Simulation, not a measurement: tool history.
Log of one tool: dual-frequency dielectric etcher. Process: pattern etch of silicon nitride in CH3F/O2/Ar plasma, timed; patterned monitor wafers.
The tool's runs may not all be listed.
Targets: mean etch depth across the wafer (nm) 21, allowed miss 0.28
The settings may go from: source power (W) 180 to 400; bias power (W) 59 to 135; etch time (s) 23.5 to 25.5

run,hour,source power (W),bias power (W),etch time (s),mean etch depth across the wafer (nm)
1,0,290,97,25.5,18.352
2,5.4,290,97,25.5,18.542
3,7.6,250,97,25.5,17.47
4,8.8,250,109,25.5,18.4
5,16,280,110,25.5,19.047
6,17.5,280,121,25.5,19.748
7,22.6,290,122,25.5,20.224
8,26.8,300,122,25.5,20.31
9,27.4,310,122,25.5,20.563
10,30.7,310,122,25.5,20.57

Exercise: of the 5 proposed moves below, exactly one satisfies all targets within the stated allowed misses. Which move is it?
A,34,310,121,25,?
B,34,280,126,25,?
C,34,350,129,24.5,?
D,34,290,124,25.5,?
E,34,320,128,24,?

move,mean etch depth across the wafer (nm)
A,20.105
B,19.724
C,21.054
D,20.235
E,19.939
A: the biggest miss grows against the last run
B: the biggest miss grows against the last run
C: all results land within tolerance of their targets
D: the biggest miss grows against the last run
E: the biggest miss grows against the last run
C meets every target.
